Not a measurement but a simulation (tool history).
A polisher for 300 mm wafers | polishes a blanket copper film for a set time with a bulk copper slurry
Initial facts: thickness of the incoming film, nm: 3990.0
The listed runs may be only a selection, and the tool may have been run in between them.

| run | hour | flow of slurry (ml/min) | pressure of the wafer on the pad (kPa) | speed of the pad under the wafer (m/s) | abrasive content of the slurry | polishing time (s) | film removed (angstrom) |
|---|---|---|---|---|---|---|---|
| 1 | 0.0 | 285 | 17.2 | 0.92 | 1.0 | 38 | 3048.6 |
| 2 | 1.9 | 285 | 16.5 | 0.92 | 1.0 | 38 | 3016.3 |
| 3 | 7.1 | 285 | 15.9 | 0.92 | 1.0 | 38 | 2872.9 |
| 4 | 9.5 | 285 | 15.2 | 0.92 | 1.0 | 38 | 2793.7 |
| 5 | 17.2 | 340 | 15.2 | 0.92 | 1.0 | 38 | 2800.5 |
| 6 | 23.4 | 340 | 17.9 | 0.92 | 1.0 | 38 | 3224.2 |

Expected results for the next run?
| 7 | 28.3 | 340 | 17.2 | 0.92 | 1.0 | 38 | ? |

Run 7 gave film removed (angstrom) 3116.8.
